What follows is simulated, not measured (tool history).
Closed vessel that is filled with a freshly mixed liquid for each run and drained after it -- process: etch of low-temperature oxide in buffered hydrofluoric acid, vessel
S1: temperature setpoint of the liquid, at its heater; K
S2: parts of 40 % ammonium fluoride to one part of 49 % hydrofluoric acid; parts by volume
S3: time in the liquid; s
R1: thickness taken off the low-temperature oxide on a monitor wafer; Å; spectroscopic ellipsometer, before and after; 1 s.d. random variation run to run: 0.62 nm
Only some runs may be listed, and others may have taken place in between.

{"run": 1, "hour": 0.0, "S1": 293.15, "S2": 18, "S3": 105, "R1": 1504.3}
{"run": 2, "hour": 7.7, "S1": 292.65, "S2": 18, "S3": 105, "R1": 1458.5}
{"run": 3, "hour": 12.7, "S1": 292.15, "S2": 18, "S3": 105, "R1": 1422.8}
{"run": 4, "hour": 20.3, "S1": 291.65, "S2": 18, "S3": 105, "R1": 1382.9}
{"run": 5, "hour": 25.6, "S1": 293.15, "S2": 18, "S3": 105, "R1": 1508.2}
{"run": 6, "hour": 26.6, "S1": 292.65, "S2": 18, "S3": 105, "R1": 1458.9}

For run 7, what comes out?
{"run": 7, "hour": 35.3, "S1": 292.15, "S2": 18, "S3": 105, "R1": "?"}

R1: 1428.0 Å
